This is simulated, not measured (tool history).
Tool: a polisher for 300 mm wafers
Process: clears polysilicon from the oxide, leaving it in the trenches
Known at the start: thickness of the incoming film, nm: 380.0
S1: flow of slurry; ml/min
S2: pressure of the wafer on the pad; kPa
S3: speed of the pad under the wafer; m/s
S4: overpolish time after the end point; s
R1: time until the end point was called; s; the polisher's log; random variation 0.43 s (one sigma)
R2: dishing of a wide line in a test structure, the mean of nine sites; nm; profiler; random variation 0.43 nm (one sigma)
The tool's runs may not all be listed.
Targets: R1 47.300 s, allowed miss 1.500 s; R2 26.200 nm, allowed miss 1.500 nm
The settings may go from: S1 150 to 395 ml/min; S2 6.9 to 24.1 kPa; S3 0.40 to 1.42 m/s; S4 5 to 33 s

| run | hour | S1 | S2 | S3 | S4 | R1 | R2 |
|---|---|---|---|---|---|---|---|
| 1 | 0.0 | 250 | 15.2 | 0.90 | 17 | 43.910 | 37.192 |
| 2 | 4.7 | 250 | 15.2 | 0.74 | 17 | 52.013 | 37.597 |
| 3 | 5.7 | 250 | 17.2 | 0.74 | 17 | 45.839 | 37.237 |
| 4 | 9.6 | 250 | 17.2 | 0.92 | 17 | 37.169 | 38.257 |
| 5 | 18.5 | 280 | 17.2 | 0.92 | 17 | 36.911 | 38.432 |
| 6 | 25.1 | 250 | 16.5 | 0.94 | 14 | 38.210 | 36.868 |
| 7 | 27.5 | 250 | 16.5 | 0.94 | 14 | 38.702 | 36.326 |
| 8 | 31.4 | 230 | 15.9 | 0.96 | 12 | 39.289 | 36.271 |
| 9 | 34.4 | 215 | 15.2 | 0.98 | 11 | 40.191 | 35.065 |
| 10 | 36.6 | 150 | 11.0 | 1.22 | 5 | 45.638 | 23.953 |
| 11 | 38.0 | 155 | 11.0 | 1.22 | 6 | 45.448 | 26.981 |
| 12 | 39.4 | 155 | 11.0 | 1.22 | 5 | 44.361 | 24.569 |
| 13 | 41.3 | 155 | 11.0 | 1.22 | 6 | 45.589 | 27.653 |
| 14 | 49.4 | 150 | 11.0 | 1.20 | 5 | 46.023 | 24.078 |
| 15 | 50.9 | 155 | 11.0 | 1.20 | 5 | 46.426 | 24.508 |

Which of these 4 next moves meets every target?
| A | 52.4 | 150 | 9.7 | 1.24 | 5 | ? | ? |
| B | 52.4 | 150 | 13.1 | 1.00 | 6 | ? | ? |
| C | 52.4 | 195 | 11.0 | 1.24 | 8 | ? | ? |
| D | 52.4 | 155 | 9.7 | 1.24 | 8 | ? | ? |

| move | R1 | R2 |
|---|---|---|
| A | 51.257 | 22.800 |
| B | 47.162 | 26.539 |
| C | 44.213 | 31.176 |
| D | 51.127 | 29.346 |
A: further off than the last run
B: meets every target
C: takes the result that was furthest off past its target
D: takes the result that was furthest off past its target
Answer: B

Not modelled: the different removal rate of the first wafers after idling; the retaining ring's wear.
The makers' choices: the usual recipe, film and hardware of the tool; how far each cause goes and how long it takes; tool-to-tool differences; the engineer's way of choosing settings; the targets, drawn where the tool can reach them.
